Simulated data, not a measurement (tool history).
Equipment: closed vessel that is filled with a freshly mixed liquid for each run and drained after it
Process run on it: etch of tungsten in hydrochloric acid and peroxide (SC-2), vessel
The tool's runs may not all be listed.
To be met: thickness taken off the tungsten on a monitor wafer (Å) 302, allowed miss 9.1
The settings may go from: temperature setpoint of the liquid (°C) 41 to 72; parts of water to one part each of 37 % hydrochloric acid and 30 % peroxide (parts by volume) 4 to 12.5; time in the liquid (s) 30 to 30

run,hour,temperature setpoint of the liquid (°C),parts of water to one part each of 37 % hydrochloric acid and 30 % peroxide (parts by volume),time in the liquid (s),thickness taken off the tungsten on a monitor wafer (Å)
1,0,57,7,30,117.35
2,5.9,58.5,7,30,129.03
3,11.9,58.5,5.5,30,156.96
4,15,58.5,4,30,194.42
5,17.7,58.5,4,30,194.45
6,18.2,58.5,5,30,170.17
7,19.2,66.5,5,30,273.5
8,24,66.5,5,30,273.84
9,29.3,67.5,5,30,292.02

Below are 5 possible settings for the next run. Only one of them brings all results inside the allowed miss of their targets. Which is it?
A,34.6,64,4,30,?
B,34.6,67,5,30,?
C,34.6,67,4.5,30,?
D,34.6,64.5,4,30,?
E,34.6,68,5.5,30,?

move,thickness taken off the tungsten on a monitor wafer (Å)
A,276.44
B,284.28
C,306.15
D,285.02
E,281.74
A: the biggest miss grows against the last run
B: the biggest miss grows against the last run
C: meets every target
D: the biggest miss grows against the last run
E: the biggest miss grows against the last run
The right move is C.
